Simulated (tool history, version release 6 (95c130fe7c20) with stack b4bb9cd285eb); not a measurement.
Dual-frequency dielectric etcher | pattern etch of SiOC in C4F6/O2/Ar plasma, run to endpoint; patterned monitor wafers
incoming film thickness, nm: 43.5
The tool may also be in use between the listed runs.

run,day,bias power (W),source power (W),endpoint time (s)
1,0.000,366,430,16.794
2,0.233,366,370,17.720
3,0.312,321,370,18.424
4,0.538,349,370,18.115
5,0.588,366,380,17.680
6,0.942,426,380,16.837
7,1.021,435,390,16.851
8,1.096,443,400,16.328
9,1.171,450,410,16.281
10,1.250,457,420,16.031
11,1.538,463,430,15.656
12,1.721,468,430,15.580
13,2.042,472,430,15.755

The next listed run, before its measurement:
14,2.146,477,440,?

endpoint time (s): 15.667
